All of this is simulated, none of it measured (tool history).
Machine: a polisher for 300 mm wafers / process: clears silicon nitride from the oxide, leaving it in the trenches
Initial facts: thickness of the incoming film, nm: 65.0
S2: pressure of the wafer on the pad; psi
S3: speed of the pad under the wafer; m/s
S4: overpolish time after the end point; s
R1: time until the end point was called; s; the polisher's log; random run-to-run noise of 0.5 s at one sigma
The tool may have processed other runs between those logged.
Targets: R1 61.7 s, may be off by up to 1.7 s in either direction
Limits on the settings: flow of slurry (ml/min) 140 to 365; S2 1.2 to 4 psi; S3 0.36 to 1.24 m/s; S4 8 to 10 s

run 1 hour=0 | flow_of_slurry_(ml/min)=235 S2=2.6 S3=0.8 S4=10 | R1=114.03
run 2 hour=4.9 | flow_of_slurry_(ml/min)=240 S2=2.9 S3=0.8 S4=10 | R1=102.04
run 3 hour=13.9 | flow_of_slurry_(ml/min)=205 S2=2.9 S3=0.8 S4=10 | R1=103.61
run 4 hour=15.4 | flow_of_slurry_(ml/min)=205 S2=2.9 S3=0.8 S4=10 | R1=104.12
run 5 hour=18.2 | flow_of_slurry_(ml/min)=205 S2=3.4 S3=0.8 S4=10 | R1=90.439
run 6 hour=19.9 | flow_of_slurry_(ml/min)=205 S2=3.4 S3=0.66 S4=10 | R1=108.23
run 7 hour=27.1 | flow_of_slurry_(ml/min)=210 S2=3.5 S3=0.72 S4=10 | R1=97.109
run 8 hour=29.6 | flow_of_slurry_(ml/min)=215 S2=3.6 S3=0.76 S4=10 | R1=88.622
run 9 hour=36.4 | flow_of_slurry_(ml/min)=220 S2=3.7 S3=0.8 S4=10 | R1=81.532
run 10 hour=45.4 | flow_of_slurry_(ml/min)=225 S2=3.8 S3=0.82 S4=10 | R1=76.196
run 11 hour=50.3 | flow_of_slurry_(ml/min)=230 S2=3.8 S3=0.84 S4=10 | R1=74.405
run 12 hour=57.3 | flow_of_slurry_(ml/min)=230 S2=3.8 S3=0.84 S4=10 | R1=75.48

4 next moves are on the table. One of them brings every result within its allowed miss. Which?
run A hour=64.3 | flow_of_slurry_(ml/min)=230 S2=4 S3=1.04 S4=10 | R1=?
run B hour=64.3 | flow_of_slurry_(ml/min)=170 S2=3.6 S3=1.04 S4=10 | R1=?
run C hour=64.3 | flow_of_slurry_(ml/min)=250 S2=4 S3=0.96 S4=10 | R1=?
run D hour=64.3 | flow_of_slurry_(ml/min)=220 S2=4 S3=0.9 S4=10 | R1=?

move=A R1=58.812
move=B R1=68.071
move=C R1=62.979
move=D R1=68.089
A: pushes the last run's worst result past its target
B: gains on the last run, yet a result remains outside its allowed miss
C: in spec on every target
D: gains on the last run, yet a result remains outside its allowed miss
The move that meets every target is C.
